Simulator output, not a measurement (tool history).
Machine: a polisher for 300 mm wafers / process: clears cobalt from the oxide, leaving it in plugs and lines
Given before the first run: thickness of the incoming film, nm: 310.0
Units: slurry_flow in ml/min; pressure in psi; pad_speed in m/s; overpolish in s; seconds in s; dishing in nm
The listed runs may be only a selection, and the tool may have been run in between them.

run	hour	slurry_flow	pressure	pad_speed	overpolish	seconds	dishing
1	0	310	1.8	0.8	23	89.725	49.141
2	8.9	310	1.8	0.88	23	83.145	52.322
3	17.8	305	1.6	0.82	23	99.335	47.647
4	22.4	305	1.6	0.94	23	86	50.243
5	23.4	340	1.6	0.94	23	83.989	52.525
6	27.1	330	1.5	0.86	22	97.344	47.459
7	28.9	320	1.4	0.8	21	114.3	40.749
8	31.4	315	1.3	0.76	21	130.42	37.809
9	39.6	310	1.2	0.74	21	143.34	35.794

Estimate the outcome of run 10 from the log above:
10	42.9	305	1.1	0.72	21	?	?

For run 10 the tool returned seconds 164.32 s, dishing 33.395 nm.
